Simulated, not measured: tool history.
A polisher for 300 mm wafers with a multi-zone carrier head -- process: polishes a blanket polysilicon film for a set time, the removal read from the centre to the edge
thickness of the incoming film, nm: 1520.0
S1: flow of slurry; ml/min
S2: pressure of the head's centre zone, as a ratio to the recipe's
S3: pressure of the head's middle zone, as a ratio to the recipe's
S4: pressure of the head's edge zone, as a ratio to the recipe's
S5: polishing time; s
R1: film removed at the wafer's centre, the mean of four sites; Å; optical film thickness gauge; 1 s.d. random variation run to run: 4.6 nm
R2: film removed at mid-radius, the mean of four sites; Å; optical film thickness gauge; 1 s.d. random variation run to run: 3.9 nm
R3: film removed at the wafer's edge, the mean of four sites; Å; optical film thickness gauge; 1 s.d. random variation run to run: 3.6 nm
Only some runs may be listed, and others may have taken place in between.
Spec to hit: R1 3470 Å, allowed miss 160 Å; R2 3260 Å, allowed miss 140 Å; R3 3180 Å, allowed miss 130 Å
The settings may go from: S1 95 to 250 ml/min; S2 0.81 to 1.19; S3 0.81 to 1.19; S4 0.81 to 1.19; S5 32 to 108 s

run  hour   S1    S2    S3    S4  S5      R1      R2      R3
  1     0  160     1     1     1  70  2833.7    2630  2620.8
  2   3.4  160     1     1     1  57    2225  2135.1  2162.3
  3  10.1  130     1     1     1  57  2145.1  2081.4  2075.8
  4  15.5  130     1     1  1.05  57  2130.5  2082.1  2096.4
     18.3  -- centre zone pressure recalibrated
  5  18.3  130     1     1  1.09  57  2036.1  2077.4  2125.9
  6  22.7  130     1     1  1.09  64  2321.6  2310.9    2456
  7  25.9  140  1.02  1.02   1.1  66  2468.4  2453.8  2545.8
  8  29.3  150  1.04  1.04   1.1  67  2575.8  2620.7  2550.6
  9  30.5  150  1.04  1.04   1.1  67  2573.3  2549.7  2611.6
 10  31.8  160  1.06  1.05   1.1  68  2671.7  2642.4  2660.5
 11  36.8  165  1.07  1.06   1.1  69  2752.8  2791.1  2718.5
 12  43.7  170  1.08  1.06   1.1  70  2848.1  2880.6    2807
 13  51.3  175   1.1  1.06   1.1  70  2916.3  2823.7    2754
 14    60  180  1.11  1.06  1.11  71  3026.9  2902.5    2870
 15  68.7  185  1.12  1.06  1.11  71    3017  2922.7  2863.8
 16  69.4  190  1.13  1.06  1.11  72    3113  2939.8  2904.4
 17    75  195  1.14  1.06  1.11  73  3173.8  3015.8  2876.8
 18  82.1  195  1.14  1.06  1.12  74  3156.6  3018.3  2998.6
 19    89  195  1.15  1.06  1.12  75  3287.8  3108.9    3029

Of the 5 settings listed for the next run, only one would bring every result within its allowed miss of target. Which one?
  A  95.9  190  1.19  1.12  0.99  76   ?   ?   ?
  B  95.9  165  1.17  1.06  1.08  81   ?   ?   ?
  C  95.9  205  1.05  1.13  1.19  74   ?   ?   ?
  D  95.9  200  1.13  1.05  1.11  72   ?   ?   ?
  E  95.9  185  1.05  0.95  1.19  81   ?   ?   ?

move      R1      R2      R3
   A  3300.7    3250    2943
   B  3374.1  3225.1  3213.8
   C  2950.6  3227.1  3163.3
   D  3026.8    2939  2966.6
   E  3167.9  3004.2  3429.5
A: further off than the last run
B: each result inside its tolerance
C: gets the furthest-off result to its target, but another result is out of tolerance
D: further off than the last run
E: carries the result that was furthest off beyond its target, to the other side
So the answer is move B, the one that meets all the targets.

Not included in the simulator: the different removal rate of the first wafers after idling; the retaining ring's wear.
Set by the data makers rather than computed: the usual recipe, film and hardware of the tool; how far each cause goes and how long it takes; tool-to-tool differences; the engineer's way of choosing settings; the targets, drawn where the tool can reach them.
